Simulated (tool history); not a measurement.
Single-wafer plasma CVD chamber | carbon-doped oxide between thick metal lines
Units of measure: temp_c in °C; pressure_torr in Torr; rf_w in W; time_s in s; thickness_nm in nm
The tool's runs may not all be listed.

run,hour,temp_c,pressure_torr,rf_w,time_s,thickness_nm
1,0.0,370,5.50,405,321,1413.9
2,6.1,370,5.90,405,321,1413.9
3,6.6,367,6.07,415,321,1460.1
4,13.0,364,6.36,420,321,1479.1
5,15.8,364,6.36,420,321,1480.7
6,21.7,362,6.56,425,321,1517.3
7,29.0,359,6.71,425,321,1518.0

The next listed run, before its measurement:
8,34.5,358,6.90,430,321,?

thickness_nm: 1545.8 nm

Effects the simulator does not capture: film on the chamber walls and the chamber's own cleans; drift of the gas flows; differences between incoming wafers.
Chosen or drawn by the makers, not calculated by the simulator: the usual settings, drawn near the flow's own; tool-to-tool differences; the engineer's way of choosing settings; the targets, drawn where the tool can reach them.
